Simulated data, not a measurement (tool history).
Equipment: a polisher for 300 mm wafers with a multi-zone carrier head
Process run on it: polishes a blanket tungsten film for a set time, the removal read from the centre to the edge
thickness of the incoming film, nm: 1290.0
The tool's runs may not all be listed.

run,hour,flow of slurry (ml/min),pressure of the head's centre zone,pressure of the head's middle zone,pressure of the head's edge zone,abrasive content of the slurry,polishing time (s),film removed at the wafer's centre (Å),film removed at mid-radius (Å),film removed at the wafer's edge (Å)
1,0,165,1,1,1,1,40,2684.6,2650,2686.9
2,3.4,165,1,0.95,1,1,40,2680.7,2539.1,2669.9
3,4.8,160,1,0.95,0.99,1,40,2647.1,2584.2,2647.3
4,7.7,160,1,0.95,0.99,1.05,40,2720.8,2581.1,2676.9
5,14.4,185,1,0.95,0.99,1.05,40,2791.7,2660,2749
6,15.7,185,1,0.87,0.99,1.05,40,2798.8,2449.1,2749.9
7,22.3,180,1,0.88,0.98,1.05,40,2766.5,2486.7,2728.2
8,27.4,175,1,0.89,0.97,1.05,40,2719.6,2439.7,2680.6
9,29.8,170,1,0.9,0.96,1.05,40,2734.6,2464.8,2668
10,35.4,165,0.99,0.91,0.95,1.05,40,2660.5,2480.9,2684.6
11,43.1,160,0.99,0.92,0.94,1.05,40,2643.3,2514.5,2626
12,51.5,160,0.99,0.92,0.94,1.05,40,2699.3,2488.1,2650.1
13,54.6,155,0.99,0.93,0.93,1.05,40,2671.7,2518.3,2600.7
14,62.6,150,0.99,0.93,0.92,1.05,40,2641.9,2518,2618.5
15,66.3,150,0.99,0.93,0.92,1.05,40,2621.7,2490.9,2597.5
16,73.6,145,0.99,0.94,0.91,1.05,40,2618.5,2453.6,2552.8
17,78.4,140,0.99,0.95,0.9,1.05,40,2578.8,2505.2,2518.2
18,87.1,135,0.99,0.95,0.9,1.05,40,2554.2,2478.1,2518.3
19,91.5,130,0.99,0.95,0.9,1.05,40,2562.5,2427,2508.5

Expected results for the next run?
20,99.9,130,0.99,0.95,0.89,1.05,40,?,?,?

{"run 20": {"film removed at the wafer's centre (Å)": 2500.9, "film removed at mid-radius (Å)": 2441.1, "film removed at the wafer's edge (Å)": 2520.8}}
